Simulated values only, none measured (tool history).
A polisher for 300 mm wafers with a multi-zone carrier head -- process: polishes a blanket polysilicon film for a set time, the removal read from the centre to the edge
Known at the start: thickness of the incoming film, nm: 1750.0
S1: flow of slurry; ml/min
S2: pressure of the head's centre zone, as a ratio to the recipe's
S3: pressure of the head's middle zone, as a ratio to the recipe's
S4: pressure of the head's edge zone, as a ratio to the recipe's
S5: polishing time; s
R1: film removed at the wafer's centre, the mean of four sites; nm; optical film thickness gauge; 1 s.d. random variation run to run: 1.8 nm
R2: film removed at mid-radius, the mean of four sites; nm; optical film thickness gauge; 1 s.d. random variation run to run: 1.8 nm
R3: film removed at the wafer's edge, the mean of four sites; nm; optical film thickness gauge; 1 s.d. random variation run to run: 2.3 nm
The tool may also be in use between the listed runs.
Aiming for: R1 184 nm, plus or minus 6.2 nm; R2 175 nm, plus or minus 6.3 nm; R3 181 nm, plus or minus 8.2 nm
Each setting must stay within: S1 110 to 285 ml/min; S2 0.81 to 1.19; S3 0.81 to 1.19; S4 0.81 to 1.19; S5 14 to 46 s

{"run": 1, "hour": 0.0, "S1": 180, "S2": 1, "S3": 1, "S4": 1, "S5": 30, "R1": 298.53, "R2": 296.6, "R3": 290.73}
{"run": 2, "hour": 2.8, "S1": 180, "S2": 1, "S3": 0.94, "S4": 1, "S5": 30, "R1": 298.52, "R2": 278.06, "R3": 299.63}
{"run": 3, "hour": 8.5, "S1": 215, "S2": 1, "S3": 0.94, "S4": 1, "S5": 30, "R1": 309.77, "R2": 284.98, "R3": 301.67}
{"run": 4, "hour": 15.2, "S1": 240, "S2": 1, "S3": 0.94, "S4": 1, "S5": 30, "R1": 306.09, "R2": 293.77, "R3": 314.78}
{"run": 5, "hour": 20.6, "S1": 240, "S2": 1, "S3": 0.89, "S4": 1, "S5": 30, "R1": 310.91, "R2": 280.41, "R3": 295.56}
{"run": 6, "hour": 23.4, "S1": 230, "S2": 0.98, "S3": 0.88, "S4": 0.99, "S5": 29, "R1": 298.22, "R2": 265.04, "R3": 287.9}
{"run": 7, "hour": 25.9, "S1": 225, "S2": 0.9, "S3": 0.94, "S4": 0.9, "S5": 21, "R1": 196.72, "R2": 203.21, "R3": 204.58}
{"run": 8, "hour": 27.8, "S1": 220, "S2": 0.9, "S3": 0.93, "S4": 0.89, "S5": 21, "R1": 196.61, "R2": 202.19, "R3": 199.03}

Pick the move, out of 5, that brings all results within their allowed miss; only one does.
{"run": "A", "hour": 29.7, "S1": 235, "S2": 0.91, "S3": 0.83, "S4": 0.95, "S5": 20, "R1": "?", "R2": "?", "R3": "?"}
{"run": "B", "hour": 29.7, "S1": 225, "S2": 0.81, "S3": 0.96, "S4": 1.02, "S5": 23, "R1": "?", "R2": "?", "R3": "?"}
{"run": "C", "hour": 29.7, "S1": 215, "S2": 0.82, "S3": 1.05, "S4": 0.81, "S5": 23, "R1": "?", "R2": "?", "R3": "?"}
{"run": "D", "hour": 29.7, "S1": 220, "S2": 0.95, "S3": 0.84, "S4": 1.04, "S5": 20, "R1": "?", "R2": "?", "R3": "?"}
{"run": "E", "hour": 29.7, "S1": 255, "S2": 0.98, "S3": 0.93, "S4": 0.96, "S5": 18, "R1": "?", "R2": "?", "R3": "?"}

move=A R1=189.86 R2=171.71 R3=197.08
move=B R1=193.14 R2=220.42 R3=233.16
move=C R1=194.38 R2=235.65 R3=208.49
move=D R1=196.46 R2=171.83 R3=204.56
move=E R1=186.22 R2=170.58 R3=179.3
A: brings the result that was furthest off to its target, and leaves another outside
B: misses by more than the last run did
C: misses by more than the last run did
D: brings the result that was furthest off to its target, and leaves another outside
E: every result lands within tolerance
E meets every target.

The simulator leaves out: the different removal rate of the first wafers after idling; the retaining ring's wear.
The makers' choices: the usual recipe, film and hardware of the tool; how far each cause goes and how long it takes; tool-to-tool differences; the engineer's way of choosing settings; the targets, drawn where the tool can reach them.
